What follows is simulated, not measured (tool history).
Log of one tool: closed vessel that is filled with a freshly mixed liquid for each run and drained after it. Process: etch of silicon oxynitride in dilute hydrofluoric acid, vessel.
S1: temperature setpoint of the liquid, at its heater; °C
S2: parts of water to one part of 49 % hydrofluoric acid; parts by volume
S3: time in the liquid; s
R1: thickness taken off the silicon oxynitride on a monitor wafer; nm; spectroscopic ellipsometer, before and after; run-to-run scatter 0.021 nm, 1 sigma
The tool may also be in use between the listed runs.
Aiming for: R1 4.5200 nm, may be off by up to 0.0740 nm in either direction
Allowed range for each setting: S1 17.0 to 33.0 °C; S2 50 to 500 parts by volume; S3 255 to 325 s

run  hour    S1   S2   S3      R1
  1   0.0  25.0  275  325  4.7320
  2   5.3  24.5  275  325  4.6654
  3  11.7  22.0  275  325  4.1416
  4  13.1  22.0  275  325  4.1918
  5  20.0  19.5  275  325  3.7438
  6  20.5  20.0  275  325  3.8301
  7  23.4  20.5  275  325  3.9136
  8  29.6  24.5  275  325  4.6454

Exactly one of the 5 candidate moves below puts every result within its allowed miss. Which one?
  A  35.8  24.0  260  310   ?
  B  35.8  23.5  255  320   ?
  C  35.8  29.0  310  315   ?
  D  35.8  25.0  240  255   ?
  E  35.8  26.0  285  310   ?

move      R1
   A  4.6539
   B  4.8115
   C  4.6884
   D  4.3949
   E  4.5337
A: further off than the last run
B: further off than the last run
C: further off than the last run
D: takes the result that was furthest off past its target
E: hits every target within its allowed miss
Move E is the one to make.
